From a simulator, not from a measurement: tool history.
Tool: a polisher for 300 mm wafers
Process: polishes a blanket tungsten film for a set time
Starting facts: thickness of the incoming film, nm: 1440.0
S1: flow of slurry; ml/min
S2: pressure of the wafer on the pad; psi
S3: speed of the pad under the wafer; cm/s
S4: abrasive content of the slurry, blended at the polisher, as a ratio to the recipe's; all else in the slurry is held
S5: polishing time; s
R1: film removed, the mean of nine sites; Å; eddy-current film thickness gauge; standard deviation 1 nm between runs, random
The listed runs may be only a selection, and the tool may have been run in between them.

run 1 day=0.000 | S1=255 S2=2.9 S3=112 S4=1.0 S5=54 | R1=2188.70
run 2 day=0.133 | S1=255 S2=2.4 S3=112 S4=1.0 S5=54 | R1=1812.20
run 3 day=0.200 | S1=255 S2=2.2 S3=106 S4=1.0 S5=54 | R1=1601.90
run 4 day=0.438 | S1=255 S2=2.2 S3=106 S4=1.0 S5=54 | R1=1595.70
run 5 day=0.788 | S1=255 S2=2.2 S3=106 S4=1.0 S5=48 | R1=1435.70
run 6 day=0.833 | S1=255 S2=2.1 S3=104 S4=1.0 S5=48 | R1=1320.70
run 7 day=0.938 | S1=255 S2=2.0 S3=102 S4=1.0 S5=48 | R1=1224.00
run 8 day=1.004 | S1=255 S2=1.9 S3=102 S4=1.0 S5=48 | R1=1192.30
run 9 day=1.362 | S1=255 S2=1.9 S3=102 S4=1.0 S5=48 | R1=1147.80
run 10 day=1.412 | S1=255 S2=1.8 S3=102 S4=1.0 S5=48 | R1=1099.60
run 11 day=1.488 | S1=255 S2=1.3 S3=98 S4=1.0 S5=48 | R1=788.48

Estimate the outcome of run 12 from the log above:
run 12 day=1.854 | S1=255 S2=1.4 S3=98 S4=1.0 S5=48 | R1=?

{"run 12": {"R1": 837.35}}
